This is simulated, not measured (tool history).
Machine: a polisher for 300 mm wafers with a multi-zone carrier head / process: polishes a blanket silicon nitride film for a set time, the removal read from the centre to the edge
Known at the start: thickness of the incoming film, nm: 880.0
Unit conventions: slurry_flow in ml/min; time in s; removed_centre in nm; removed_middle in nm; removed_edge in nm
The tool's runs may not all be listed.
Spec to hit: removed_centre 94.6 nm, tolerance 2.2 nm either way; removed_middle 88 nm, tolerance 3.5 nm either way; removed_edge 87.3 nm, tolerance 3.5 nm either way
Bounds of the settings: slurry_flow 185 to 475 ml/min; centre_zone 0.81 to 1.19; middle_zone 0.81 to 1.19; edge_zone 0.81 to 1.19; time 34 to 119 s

run  hour  slurry_flow  centre_zone  middle_zone  edge_zone  time  removed_centre  removed_middle  removed_edge
  1     0          305            1            1          1    76          73.093          73.216        74.389
  2   3.7          305         1.07            1          1    76          78.654           73.31        75.069
  3   9.5          315         1.11         1.04       1.05    77          82.894          76.756        77.688
  4  15.9          280         1.11         1.04       1.05    77          83.136          75.277        76.708
  5  17.4          280         1.11         1.04       0.97    77          83.005          77.136        74.432
  6  20.6          280         1.11         1.04       1.04    77          82.855          76.984        77.442
  7    28          275         1.13         1.06       1.07    79          86.922          80.285        79.049
  8  35.2          290         1.14         1.07        1.1    80          87.257          80.442        82.406
  9  43.4          295         1.15         1.08        1.1    81          90.078          83.234        84.558
 10    44          300         1.16         1.09        1.1    81          91.176          84.481        84.255
 11    49          305         1.17          1.1       1.11    81          92.011          86.176        83.267

Exercise: of the 5 proposed moves below, exactly one satisfies all targets within the stated allowed misses. Which move is it?
  A    54          255         1.19         0.97       1.05    88               ?               ?             ?
  B    54          350         1.17         0.98       1.13    83               ?               ?             ?
  C    54          265         1.16          1.1       1.08    85               ?               ?             ?
  D    54          315         1.19         0.95       1.11    85               ?               ?             ?
  E    54          255         1.19         1.02       1.15    83               ?               ?             ?

move  removed_centre  removed_middle  removed_edge
   A          101.32          83.196        87.956
   B           96.16          80.831        87.463
   C          95.754          89.659        86.183
   D          99.411          80.099        88.337
   E          95.598          81.856        86.806
A: takes the biggest miss from the last run beyond its target
B: corrects the largest miss of the last run, while another result sits out of spec
C: meets every target
D: takes the biggest miss from the last run beyond its target
E: corrects the largest miss of the last run, while another result sits out of spec
Go with C: it meets all targets.
